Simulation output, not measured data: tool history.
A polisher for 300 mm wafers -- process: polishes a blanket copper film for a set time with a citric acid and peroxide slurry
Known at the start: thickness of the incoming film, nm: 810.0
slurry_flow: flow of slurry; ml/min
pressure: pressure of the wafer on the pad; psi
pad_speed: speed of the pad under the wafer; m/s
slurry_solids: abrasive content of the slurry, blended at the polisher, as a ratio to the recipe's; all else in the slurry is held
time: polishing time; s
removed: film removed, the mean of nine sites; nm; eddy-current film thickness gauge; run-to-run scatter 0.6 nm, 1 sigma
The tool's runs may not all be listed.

| run | day | slurry_flow | pressure | pad_speed | slurry_solids | time | removed |
|---|---|---|---|---|---|---|---|
| 1 | 0.000 | 275 | 2.3 | 0.94 | 1.0 | 46 | 68.807 |
| 2 | 0.204 | 275 | 2.3 | 0.94 | 1.1 | 46 | 69.508 |
| 3 | 0.271 | 275 | 1.9 | 0.94 | 1.1 | 46 | 57.230 |
| 4 | 0.458 | 275 | 1.9 | 0.94 | 1.1 | 46 | 57.595 |
| 5 | 0.617 | 275 | 1.5 | 0.94 | 1.1 | 46 | 46.134 |
| 6 | 0.867 | 275 | 1.6 | 0.94 | 1.1 | 46 | 48.882 |

Run 7 has not been measured yet. What should we expect?
| 7 | 1.096 | 275 | 1.7 | 0.94 | 1.1 | 46 | ? |

Run 7 measured removed 50.927 nm.
